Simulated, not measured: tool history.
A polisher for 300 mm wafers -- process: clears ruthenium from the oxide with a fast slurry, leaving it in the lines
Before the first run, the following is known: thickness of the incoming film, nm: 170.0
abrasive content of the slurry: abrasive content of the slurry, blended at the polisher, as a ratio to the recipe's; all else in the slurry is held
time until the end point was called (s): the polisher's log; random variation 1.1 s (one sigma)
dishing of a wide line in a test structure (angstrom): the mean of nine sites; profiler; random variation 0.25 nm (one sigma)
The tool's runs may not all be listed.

run	hour	flow of slurry (ml/min)	pressure of the wafer on the pad (psi)	speed of the pad under the wafer (cm/s)	abrasive content of the slurry	overpolish time after the end point (s)	time until the end point was called (s)	dishing of a wide line in a test structure (angstrom)
1	0.0	265	2.6	102	1.00	15	70.192	273.310
2	6.5	265	2.6	102	1.15	15	65.717	273.700
3	11.0	265	2.3	102	1.25	12	70.357	236.150
4	17.0	265	2.2	96	1.30	10	75.898	190.860
5	24.9	285	2.1	90	1.35	8	82.604	149.170
6	29.0	295	2.1	90	1.35	7	81.615	131.330
7	30.3	310	1.9	90	1.35	5	90.415	93.090
8	31.9	300	1.9	90	1.35	5	89.698	94.191

Expected results for the next run?
9	35.5	300	1.9	90	1.35	10	?	?

Run 9 gave time until the end point was called (s) 90.871, dishing of a wide line in a test structure (angstrom) 172.910.

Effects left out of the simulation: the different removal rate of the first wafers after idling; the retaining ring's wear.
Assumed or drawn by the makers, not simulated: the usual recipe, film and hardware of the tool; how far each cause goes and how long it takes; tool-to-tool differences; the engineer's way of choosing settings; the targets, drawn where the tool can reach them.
